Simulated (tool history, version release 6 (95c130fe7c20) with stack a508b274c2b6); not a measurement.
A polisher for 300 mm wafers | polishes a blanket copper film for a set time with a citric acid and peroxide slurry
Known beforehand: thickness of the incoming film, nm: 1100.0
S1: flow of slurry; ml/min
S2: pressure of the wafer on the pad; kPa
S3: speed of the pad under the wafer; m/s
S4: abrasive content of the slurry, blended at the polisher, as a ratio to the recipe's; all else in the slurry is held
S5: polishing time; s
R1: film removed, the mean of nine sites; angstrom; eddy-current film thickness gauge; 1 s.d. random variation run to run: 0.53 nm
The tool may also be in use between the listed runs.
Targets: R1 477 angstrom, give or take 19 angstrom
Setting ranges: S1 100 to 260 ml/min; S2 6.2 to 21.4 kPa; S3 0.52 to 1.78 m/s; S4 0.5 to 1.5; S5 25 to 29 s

{"run": 1, "hour": 0.0, "S1": 165, "S2": 13.8, "S3": 1.14, "S4": 1, "S5": 29, "R1": 595.9}
{"run": 2, "hour": 0.9, "S1": 165, "S2": 13.1, "S3": 1.14, "S4": 1, "S5": 29, "R1": 585.83}
{"run": 3, "hour": 8.9, "S1": 165, "S2": 14.5, "S3": 1.14, "S4": 1, "S5": 29, "R1": 621.65}
{"run": 4, "hour": 15.8, "S1": 165, "S2": 13.8, "S3": 1.14, "S4": 1, "S5": 29, "R1": 593.66}
{"run": 5, "hour": 19.6, "S1": 165, "S2": 16.5, "S3": 1.14, "S4": 1, "S5": 29, "R1": 681.98}
{"run": 6, "hour": 20.3, "S1": 190, "S2": 16.5, "S3": 1.14, "S4": 1, "S5": 29, "R1": 722.48}
{"run": 7, "hour": 26.6, "S1": 185, "S2": 15.9, "S3": 1.14, "S4": 1, "S5": 29, "R1": 674.53}
{"run": 8, "hour": 27.2, "S1": 185, "S2": 15.2, "S3": 1.14, "S4": 1, "S5": 29, "R1": 660.4}

Which one of the following 4 next-run settings gets every result inside its allowed miss? There is exactly one.
{"run": "A", "hour": 27.8, "S1": 170, "S2": 13.1, "S3": 1.08, "S4": 1.1, "S5": 25, "R1": "?"}
{"run": "B", "hour": 27.8, "S1": 190, "S2": 18.6, "S3": 1.68, "S4": 0.9, "S5": 29, "R1": "?"}
{"run": "C", "hour": 27.8, "S1": 170, "S2": 18.6, "S3": 1.44, "S4": 1.05, "S5": 29, "R1": "?"}
{"run": "D", "hour": 27.8, "S1": 180, "S2": 14.5, "S3": 0.9, "S4": 1.05, "S5": 25, "R1": "?"}

move=A R1=485.43
move=B R1=1118.5
move=C R1=977.89
move=D R1=439.24
A: hits every target within its allowed miss
B: lands further from the targets than the last run did
C: lands further from the targets than the last run did
D: carries the result that was furthest off beyond its target, to the other side
The move that meets every target is A.
